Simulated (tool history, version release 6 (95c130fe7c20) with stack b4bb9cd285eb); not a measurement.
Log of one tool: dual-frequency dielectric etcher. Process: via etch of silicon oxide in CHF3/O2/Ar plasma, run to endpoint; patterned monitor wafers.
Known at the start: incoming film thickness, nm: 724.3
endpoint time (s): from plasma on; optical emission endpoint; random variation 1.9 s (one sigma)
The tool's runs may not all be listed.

| run | hour | source power (kW) | bias power (kW) | endpoint time (s) |
|---|---|---|---|---|
| 1 | 0.0 | 0.700 | 0.185 | 310.49 |
| 2 | 8.9 | 0.650 | 0.181 | 320.13 |
| 3 | 13.2 | 0.610 | 0.178 | 330.03 |
| 4 | 18.4 | 0.660 | 0.178 | 323.16 |
| 5 | 21.9 | 0.540 | 0.178 | 338.51 |
| 6 | 28.9 | 0.520 | 0.176 | 344.82 |

The next listed run, before its measurement:
| 7 | 29.6 | 0.510 | 0.175 | ? |

endpoint time (s): 348.29

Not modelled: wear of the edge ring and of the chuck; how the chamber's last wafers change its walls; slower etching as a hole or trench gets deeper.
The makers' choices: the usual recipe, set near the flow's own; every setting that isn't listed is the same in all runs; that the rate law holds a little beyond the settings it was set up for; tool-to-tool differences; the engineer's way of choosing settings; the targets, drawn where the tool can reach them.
